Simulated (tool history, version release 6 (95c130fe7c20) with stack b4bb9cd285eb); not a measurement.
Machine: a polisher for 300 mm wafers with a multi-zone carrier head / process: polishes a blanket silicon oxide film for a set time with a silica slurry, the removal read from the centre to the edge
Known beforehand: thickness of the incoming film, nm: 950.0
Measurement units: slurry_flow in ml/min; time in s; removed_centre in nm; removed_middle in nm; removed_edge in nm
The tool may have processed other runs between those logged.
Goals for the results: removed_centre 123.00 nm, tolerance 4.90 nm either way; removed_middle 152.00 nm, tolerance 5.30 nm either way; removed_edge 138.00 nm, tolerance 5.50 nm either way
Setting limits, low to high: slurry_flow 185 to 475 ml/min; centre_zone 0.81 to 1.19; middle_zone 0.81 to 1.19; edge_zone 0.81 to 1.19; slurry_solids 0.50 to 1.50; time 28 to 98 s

run	day	slurry_flow	centre_zone	middle_zone	edge_zone	slurry_solids	time	removed_centre	removed_middle	removed_edge
1	0.000	305	1.00	1.00	1.00	1.00	63	155.86	151.20	156.23
2	0.162	305	1.08	1.00	1.00	1.00	63	162.93	151.85	154.02
3	0.246	305	1.08	0.93	1.00	1.00	63	163.11	144.12	153.98
4	0.458	300	1.03	0.97	0.99	0.95	63	154.25	146.24	147.94
5	0.779	295	0.99	1.00	0.99	0.90	63	146.75	146.88	146.16
6	0.821	295	0.93	1.00	0.99	0.90	63	138.13	147.57	148.21
7	0.867	290	0.91	1.01	0.97	0.90	63	138.23	145.75	148.71
8	1.046	290	0.90	1.03	0.97	0.85	63	131.39	142.84	147.14
9	1.221	300	0.89	1.06	0.94	0.85	63	132.47	146.55	140.86

4 candidate next runs follow, results not yet known. Just one meets every target within its allowed miss. Identify it.
A	1.396	275	0.86	1.01	0.97	0.85	61	?	?	?
B	1.396	290	0.85	1.15	0.92	0.85	61	?	?	?
C	1.396	265	0.81	1.02	1.09	0.70	68	?	?	?
D	1.396	315	0.88	1.10	0.90	0.90	61	?	?	?

move	removed_centre	removed_middle	removed_edge
A	127.02	138.95	139.31
B	126.92	153.32	137.35
C	125.11	143.87	149.27
D	134.26	153.11	140.43
A: gets the furthest-off result to its target, but another result is out of tolerance
B: in spec on every target
C: gets the furthest-off result to its target, but another result is out of tolerance
D: further off than the last run
Correct choice: B, which meets every target
